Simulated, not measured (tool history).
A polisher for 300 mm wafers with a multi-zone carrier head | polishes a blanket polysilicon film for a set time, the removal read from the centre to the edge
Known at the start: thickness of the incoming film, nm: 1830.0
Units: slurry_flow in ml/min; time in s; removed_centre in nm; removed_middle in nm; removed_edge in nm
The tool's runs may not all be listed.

run 1 hour=0 | slurry_flow=180 centre_zone=1 middle_zone=1 edge_zone=1 time=49 | removed_centre=358.35 removed_middle=356.27 removed_edge=362.01
run 2 hour=2.3 | slurry_flow=190 centre_zone=1.02 middle_zone=1 edge_zone=1.04 time=53 | removed_centre=391.35 removed_middle=390.88 removed_edge=398.83
run 3 hour=3.5 | slurry_flow=195 centre_zone=1.05 middle_zone=0.98 edge_zone=1.07 time=56 | removed_centre=435.51 removed_middle=401.77 removed_edge=421.19
run 4 hour=10.5 | slurry_flow=195 centre_zone=1.05 middle_zone=1.02 edge_zone=1.07 time=56 | removed_centre=428.4 removed_middle=426.16 removed_edge=428.94
run 5 hour=14.6 | slurry_flow=195 centre_zone=1.05 middle_zone=1.02 edge_zone=1.07 time=49 | removed_centre=381.46 removed_middle=377.31 removed_edge=374.31
run 6 hour=23.6 | slurry_flow=190 centre_zone=1.06 middle_zone=1 edge_zone=1.09 time=54 | removed_centre=427.6 removed_middle=398.12 removed_edge=416.08
run 7 hour=30.3 | slurry_flow=180 centre_zone=1.06 middle_zone=1 edge_zone=1.11 time=57 | removed_centre=444.56 removed_middle=417.98 removed_edge=447.59
run 8 hour=38.8 | slurry_flow=175 centre_zone=1.07 middle_zone=1 edge_zone=1.13 time=59 | removed_centre=461.77 removed_middle=435.93 removed_edge=456.74
run 9 hour=42.1 | slurry_flow=190 centre_zone=1.07 middle_zone=0.99 edge_zone=1.15 time=60 | removed_centre=466.3 removed_middle=446.72 removed_edge=473.45
run 10 hour=45 | slurry_flow=190 centre_zone=1.08 middle_zone=0.98 edge_zone=1.16 time=61 | removed_centre=486.39 removed_middle=439.16 removed_edge=478.53
run 11 hour=49.3 | slurry_flow=190 centre_zone=1.08 middle_zone=0.98 edge_zone=1.17 time=62 | removed_centre=488.34 removed_middle=445.39 removed_edge=496.04

Run 12 comes next. What will it give?
run 12 hour=56.5 | slurry_flow=190 centre_zone=1.09 middle_zone=0.98 edge_zone=1.18 time=62 | removed_centre=? removed_middle=? removed_edge=?

removed_centre: 495.55 nm
removed_middle: 451.61 nm
removed_edge: 502.61 nm
